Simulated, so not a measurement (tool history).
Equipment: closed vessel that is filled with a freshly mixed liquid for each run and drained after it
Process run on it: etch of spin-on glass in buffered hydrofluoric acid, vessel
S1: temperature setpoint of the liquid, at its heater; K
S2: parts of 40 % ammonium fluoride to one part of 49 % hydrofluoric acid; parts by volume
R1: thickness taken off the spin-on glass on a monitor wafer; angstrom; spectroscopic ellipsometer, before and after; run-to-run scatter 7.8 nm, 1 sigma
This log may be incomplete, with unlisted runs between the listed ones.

run 1 day=0.000 | S1=295.15 S2=7.5 time_in_the_liquid_(s)=95 | R1=5606.7
run 2 day=0.079 | S1=295.65 S2=7.5 time_in_the_liquid_(s)=95 | R1=5818.4
run 3 day=0.233 | S1=292.15 S2=7.5 time_in_the_liquid_(s)=95 | R1=4763.7
run 4 day=0.517 | S1=292.15 S2=6.5 time_in_the_liquid_(s)=95 | R1=5541.5
run 5 day=0.625 | S1=292.15 S2=5.5 time_in_the_liquid_(s)=95 | R1=6357.9
run 6 day=0.925 | S1=292.15 S2=7.0 time_in_the_liquid_(s)=95 | R1=5093.6

Run 7 is up next; what results do you expect?
run 7 day=1.179 | S1=293.15 S2=7.0 time_in_the_liquid_(s)=95 | R1=?

R1: 5444.9 angstrom
